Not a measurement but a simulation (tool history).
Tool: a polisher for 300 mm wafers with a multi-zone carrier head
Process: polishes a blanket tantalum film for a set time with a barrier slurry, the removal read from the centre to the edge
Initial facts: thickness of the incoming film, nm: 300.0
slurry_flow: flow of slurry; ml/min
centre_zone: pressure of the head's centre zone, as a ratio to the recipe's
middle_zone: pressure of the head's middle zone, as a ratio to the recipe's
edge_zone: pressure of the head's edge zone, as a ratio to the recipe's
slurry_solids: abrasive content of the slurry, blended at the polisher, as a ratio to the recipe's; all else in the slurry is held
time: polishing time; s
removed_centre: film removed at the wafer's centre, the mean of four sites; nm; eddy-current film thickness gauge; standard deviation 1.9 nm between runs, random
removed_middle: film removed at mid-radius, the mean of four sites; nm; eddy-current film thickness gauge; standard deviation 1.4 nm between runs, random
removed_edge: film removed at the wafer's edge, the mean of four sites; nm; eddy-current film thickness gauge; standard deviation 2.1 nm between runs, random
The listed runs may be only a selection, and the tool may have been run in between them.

{"run": 1, "hour": 0.0, "slurry_flow": 255, "centre_zone": 1, "middle_zone": 1, "edge_zone": 1, "slurry_solids": 1, "time": 88, "removed_centre": 109.33, "removed_middle": 112.11, "removed_edge": 112.04}
{"run": 2, "hour": 3.9, "slurry_flow": 260, "centre_zone": 1.03, "middle_zone": 1.03, "edge_zone": 1.02, "slurry_solids": 1.1, "time": 89, "removed_centre": 113.08, "removed_middle": 116.99, "removed_edge": 113.73}
{"run": 3, "hour": 11.2, "slurry_flow": 300, "centre_zone": 1.03, "middle_zone": 1.03, "edge_zone": 1.02, "slurry_solids": 1.1, "time": 89, "removed_centre": 119.26, "removed_middle": 119.23, "removed_edge": 113.95}
{"run": 4, "hour": 18.5, "slurry_flow": 300, "centre_zone": 1.04, "middle_zone": 1.04, "edge_zone": 1.02, "slurry_solids": 1.15, "time": 92, "removed_centre": 122.82, "removed_middle": 123.65, "removed_edge": 120.77}
{"run": 5, "hour": 25.2, "slurry_flow": 300, "centre_zone": 1.04, "middle_zone": 1.04, "edge_zone": 1.02, "slurry_solids": 1.35, "time": 92, "removed_centre": 126.91, "removed_middle": 129.53, "removed_edge": 124.39}
{"run": 6, "hour": 33.1, "slurry_flow": 305, "centre_zone": 1.06, "middle_zone": 1.05, "edge_zone": 1.03, "slurry_solids": 1.4, "time": 94, "removed_centre": 133.96, "removed_middle": 132.31, "removed_edge": 130.01}
{"run": 7, "hour": 34.7, "slurry_flow": 310, "centre_zone": 1.07, "middle_zone": 1.07, "edge_zone": 1.03, "slurry_solids": 1.4, "time": 96, "removed_centre": 135.15, "removed_middle": 137.6, "removed_edge": 135.61}
{"run": 8, "hour": 35.7, "slurry_flow": 320, "centre_zone": 1.08, "middle_zone": 1.08, "edge_zone": 1.01, "slurry_solids": 1.4, "time": 98, "removed_centre": 143.2, "removed_middle": 141.38, "removed_edge": 132.7}

The next listed run, before its measurement:
{"run": 9, "hour": 40.9, "slurry_flow": 325, "centre_zone": 1.09, "middle_zone": 1.09, "edge_zone": 1.02, "slurry_solids": 1.4, "time": 99, "removed_centre": "?", "removed_middle": "?", "removed_edge": "?"}

Run 9 produced removed_centre 145.33 nm, removed_middle 144.48 nm, removed_edge 132.82 nm.
